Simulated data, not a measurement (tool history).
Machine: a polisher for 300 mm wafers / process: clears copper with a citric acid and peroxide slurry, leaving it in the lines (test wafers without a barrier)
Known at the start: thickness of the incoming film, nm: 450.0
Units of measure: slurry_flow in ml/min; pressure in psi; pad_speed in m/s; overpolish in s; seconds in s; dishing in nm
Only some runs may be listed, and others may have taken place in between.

run 1 hour=0 | slurry_flow=190 pressure=3.4 pad_speed=1.18 slurry_solids=1 overpolish=27 | seconds=131.41 dishing=44.871
run 2 hour=5.3 | slurry_flow=190 pressure=3.4 pad_speed=1.46 slurry_solids=1 overpolish=27 | seconds=108.8 dishing=49.947
run 3 hour=10.3 | slurry_flow=190 pressure=3.2 pad_speed=1.42 slurry_solids=1 overpolish=29 | seconds=115.85 dishing=52.08
run 4 hour=17.3 | slurry_flow=190 pressure=3 pad_speed=1.38 slurry_solids=1 overpolish=30 | seconds=127.57 dishing=48.364
run 5 hour=25.7 | slurry_flow=190 pressure=2.8 pad_speed=1.36 slurry_solids=1 overpolish=31 | seconds=133.94 dishing=45.2
run 6 hour=26.8 | slurry_flow=190 pressure=2.8 pad_speed=1.36 slurry_solids=1 overpolish=23 | seconds=135.63 dishing=41.099
run 7 hour=31.7 | slurry_flow=170 pressure=1.8 pad_speed=1.12 slurry_solids=1 overpolish=36 | seconds=229.06 dishing=39.077
run 8 hour=35.2 | slurry_flow=170 pressure=1.8 pad_speed=1.12 slurry_solids=1 overpolish=37 | seconds=228.9 dishing=39.051

What does the tool deliver on the next run?
run 9 hour=43.1 | slurry_flow=170 pressure=1.8 pad_speed=1.12 slurry_solids=1 overpolish=38 | seconds=? dishing=?

{"run 9": {"seconds": 233.35, "dishing": 39.549}}

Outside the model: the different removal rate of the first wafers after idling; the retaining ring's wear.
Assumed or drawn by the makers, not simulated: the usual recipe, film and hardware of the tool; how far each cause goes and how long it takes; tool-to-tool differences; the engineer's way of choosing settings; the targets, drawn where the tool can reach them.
